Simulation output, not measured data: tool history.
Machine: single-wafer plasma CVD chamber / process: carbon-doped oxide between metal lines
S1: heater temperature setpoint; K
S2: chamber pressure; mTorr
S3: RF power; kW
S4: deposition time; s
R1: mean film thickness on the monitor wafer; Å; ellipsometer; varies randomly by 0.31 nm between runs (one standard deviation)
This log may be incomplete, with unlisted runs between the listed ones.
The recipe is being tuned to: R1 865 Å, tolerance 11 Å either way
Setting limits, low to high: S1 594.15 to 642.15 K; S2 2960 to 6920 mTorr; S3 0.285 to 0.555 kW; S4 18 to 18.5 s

{"run": 1, "hour": 0.0, "S1": 618.15, "S2": 4940, "S3": 0.42, "S4": 18, "R1": 719.08}
{"run": 2, "hour": 3.8, "S1": 618.15, "S2": 4220, "S3": 0.42, "S4": 18, "R1": 707.44}
{"run": 3, "hour": 12.2, "S1": 618.15, "S2": 4220, "S3": 0.46, "S4": 18, "R1": 764.61}
{"run": 4, "hour": 19.9, "S1": 610.15, "S2": 4220, "S3": 0.46, "S4": 18, "R1": 789.77}
{"run": 5, "hour": 22.5, "S1": 610.15, "S2": 3690, "S3": 0.46, "S4": 18, "R1": 779.87}
{"run": 6, "hour": 27.0, "S1": 610.15, "S2": 3690, "S3": 0.405, "S4": 18, "R1": 689.58}
{"run": 7, "hour": 29.2, "S1": 608.15, "S2": 4010, "S3": 0.415, "S4": 18, "R1": 715.03}
{"run": 8, "hour": 32.3, "S1": 608.15, "S2": 4010, "S3": 0.415, "S4": 18, "R1": 718.24}

Which single option among these 5 for the next run brings every result within its allowed miss of target? Just one does.
{"run": "A", "hour": 35.4, "S1": 617.15, "S2": 4240, "S3": 0.345, "S4": 18, "R1": "?"}
{"run": "B", "hour": 35.4, "S1": 620.15, "S2": 4420, "S3": 0.39, "S4": 18.4, "R1": "?"}
{"run": "C", "hour": 35.4, "S1": 604.15, "S2": 4410, "S3": 0.48, "S4": 18.5, "R1": "?"}
{"run": "D", "hour": 35.4, "S1": 613.15, "S2": 3880, "S3": 0.34, "S4": 18, "R1": "?"}
{"run": "E", "hour": 35.4, "S1": 634.15, "S2": 4730, "S3": 0.4, "S4": 18, "R1": "?"}

move=A R1=575.76
move=B R1=665.77
move=C R1=858.55
move=D R1=569.34
move=E R1=645.14
A: its largest miss is bigger than the last run's
B: its largest miss is bigger than the last run's
C: each result inside its tolerance
D: its largest miss is bigger than the last run's
E: its largest miss is bigger than the last run's
The right move is C.
